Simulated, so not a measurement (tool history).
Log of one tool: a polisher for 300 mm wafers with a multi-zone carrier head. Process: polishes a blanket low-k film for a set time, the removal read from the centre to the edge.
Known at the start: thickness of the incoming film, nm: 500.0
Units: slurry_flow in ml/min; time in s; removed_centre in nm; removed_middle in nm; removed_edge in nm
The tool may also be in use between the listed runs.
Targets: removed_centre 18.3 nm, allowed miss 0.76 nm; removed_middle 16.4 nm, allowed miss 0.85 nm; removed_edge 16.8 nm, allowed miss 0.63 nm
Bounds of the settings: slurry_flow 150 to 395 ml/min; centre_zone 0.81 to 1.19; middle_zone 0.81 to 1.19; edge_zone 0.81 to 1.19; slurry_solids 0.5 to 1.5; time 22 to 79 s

run 1 day=0 | slurry_flow=250 centre_zone=1 middle_zone=1 edge_zone=1 slurry_solids=1 time=50 | removed_centre=23.76 removed_middle=24.837 removed_edge=25.095
run 2 day=0.375 | slurry_flow=250 centre_zone=1.07 middle_zone=1 edge_zone=1 slurry_solids=1 time=50 | removed_centre=25.944 removed_middle=24.399 removed_edge=25.686
run 3 day=0.738 | slurry_flow=250 centre_zone=1.15 middle_zone=1 edge_zone=1 slurry_solids=1 time=50 | removed_centre=27.471 removed_middle=24.721 removed_edge=25.104
run 4 day=0.938 | slurry_flow=250 centre_zone=1.15 middle_zone=1 edge_zone=1 slurry_solids=0.85 time=50 | removed_centre=26.696 removed_middle=23.469 removed_edge=23.521
run 5 day=1.242 | slurry_flow=250 centre_zone=1.19 middle_zone=1 edge_zone=1 slurry_solids=0.85 time=50 | removed_centre=27.784 removed_middle=22.644 removed_edge=23.653
run 6 day=1.283 | slurry_flow=250 centre_zone=1.19 middle_zone=1 edge_zone=1 slurry_solids=0.65 time=50 | removed_centre=24.261 removed_middle=21.342 removed_edge=21.16
-- day=1.546 worn pad replaced by a new one
run 7 day=1.546 | slurry_flow=250 centre_zone=1.19 middle_zone=1 edge_zone=1 slurry_solids=0.65 time=50 | removed_centre=27.112 removed_middle=22.962 removed_edge=23.279
run 8 day=1.821 | slurry_flow=245 centre_zone=1.18 middle_zone=0.99 edge_zone=0.99 slurry_solids=0.65 time=48 | removed_centre=25.229 removed_middle=21.784 removed_edge=22.348
run 9 day=1.917 | slurry_flow=245 centre_zone=1.18 middle_zone=0.99 edge_zone=0.99 slurry_solids=0.65 time=48 | removed_centre=25.062 removed_middle=21.704 removed_edge=22.331

4 next moves are on the table. One of them brings every result within its allowed miss. Which?
run A day=2.012 | slurry_flow=295 centre_zone=1.17 middle_zone=1.05 edge_zone=1.06 slurry_solids=0.6 time=38 | removed_centre=? removed_middle=? removed_edge=?
run B day=2.012 | slurry_flow=150 centre_zone=0.88 middle_zone=0.96 edge_zone=1.06 slurry_solids=0.6 time=57 | removed_centre=? removed_middle=? removed_edge=?
run C day=2.012 | slurry_flow=205 centre_zone=1.13 middle_zone=1.19 edge_zone=0.93 slurry_solids=0.5 time=71 | removed_centre=? removed_middle=? removed_edge=?
run D day=2.012 | slurry_flow=250 centre_zone=1.14 middle_zone=1 edge_zone=1.02 slurry_solids=0.5 time=40 | removed_centre=? removed_middle=? removed_edge=?

move=A removed_centre=19.308 removed_middle=18.097 removed_edge=18.106
move=B removed_centre=19.297 removed_middle=22.681 removed_edge=25.151
move=C removed_centre=30.64 removed_middle=33.274 removed_edge=28.334
move=D removed_centre=17.94 removed_middle=16.606 removed_edge=17.075
A: nearer than the last run, and not there yet
B: further off than the last run
C: further off than the last run
D: meets every target
The right move is D.

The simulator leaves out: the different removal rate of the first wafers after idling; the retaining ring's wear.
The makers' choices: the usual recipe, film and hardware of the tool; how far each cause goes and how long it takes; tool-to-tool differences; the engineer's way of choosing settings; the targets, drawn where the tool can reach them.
